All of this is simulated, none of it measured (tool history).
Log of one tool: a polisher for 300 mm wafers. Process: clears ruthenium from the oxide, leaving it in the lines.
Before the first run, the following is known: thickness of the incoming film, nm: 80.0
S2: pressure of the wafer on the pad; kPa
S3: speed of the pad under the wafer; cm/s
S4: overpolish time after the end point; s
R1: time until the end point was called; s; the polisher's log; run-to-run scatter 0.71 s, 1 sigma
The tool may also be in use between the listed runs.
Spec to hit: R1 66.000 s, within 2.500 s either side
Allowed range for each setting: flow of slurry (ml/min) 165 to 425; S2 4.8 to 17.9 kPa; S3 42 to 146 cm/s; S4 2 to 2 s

{"run": 1, "hour": 0.0, "flow of slurry (ml/min)": 275, "S2": 11.0, "S3": 94, "S4": 2, "R1": 91.896}
{"run": 2, "hour": 4.6, "flow of slurry (ml/min)": 275, "S2": 11.7, "S3": 94, "S4": 2, "R1": 86.862}
{"run": 3, "hour": 9.9, "flow of slurry (ml/min)": 275, "S2": 9.7, "S3": 94, "S4": 2, "R1": 104.53}
{"run": 4, "hour": 12.2, "flow of slurry (ml/min)": 275, "S2": 9.7, "S3": 80, "S4": 2, "R1": 117.19}
{"run": 5, "hour": 15.5, "flow of slurry (ml/min)": 275, "S2": 9.7, "S3": 64, "S4": 2, "R1": 150.85}
{"run": 6, "hour": 19.4, "flow of slurry (ml/min)": 275, "S2": 9.7, "S3": 84, "S4": 2, "R1": 116.52}
{"run": 7, "hour": 20.1, "flow of slurry (ml/min)": 275, "S2": 9.7, "S3": 84, "S4": 2, "R1": 113.34}
{"run": 8, "hour": 29.1, "flow of slurry (ml/min)": 275, "S2": 11.0, "S3": 84, "S4": 2, "R1": 101.03}
{"run": 9, "hour": 37.8, "flow of slurry (ml/min)": 275, "S2": 11.7, "S3": 84, "S4": 2, "R1": 97.127}
{"run": 10, "hour": 42.8, "flow of slurry (ml/min)": 275, "S2": 12.4, "S3": 84, "S4": 2, "R1": 92.975}
{"run": 11, "hour": 43.5, "flow of slurry (ml/min)": 275, "S2": 13.1, "S3": 84, "S4": 2, "R1": 86.729}
{"run": 12, "hour": 45.5, "flow of slurry (ml/min)": 275, "S2": 16.5, "S3": 86, "S4": 2, "R1": 68.647}

5 candidate next runs follow, results not yet known. Just one meets every target within its allowed miss. Identify it.
{"run": "A", "hour": 47.5, "flow of slurry (ml/min)": 295, "S2": 15.2, "S3": 90, "S4": 2, "R1": "?"}
{"run": "B", "hour": 47.5, "flow of slurry (ml/min)": 290, "S2": 14.5, "S3": 90, "S4": 2, "R1": "?"}
{"run": "C", "hour": 47.5, "flow of slurry (ml/min)": 245, "S2": 17.2, "S3": 88, "S4": 2, "R1": "?"}
{"run": "D", "hour": 47.5, "flow of slurry (ml/min)": 240, "S2": 14.5, "S3": 96, "S4": 2, "R1": "?"}
{"run": "E", "hour": 47.5, "flow of slurry (ml/min)": 205, "S2": 13.1, "S3": 104, "S4": 2, "R1": "?"}

move=A R1=72.302
move=B R1=75.494
move=C R1=66.962
move=D R1=72.186
move=E R1=74.254
A: moves away from the targets compared with the last run
B: moves away from the targets compared with the last run
C: every result lands within tolerance
D: moves away from the targets compared with the last run
E: moves away from the targets compared with the last run
The move that meets every target is C.
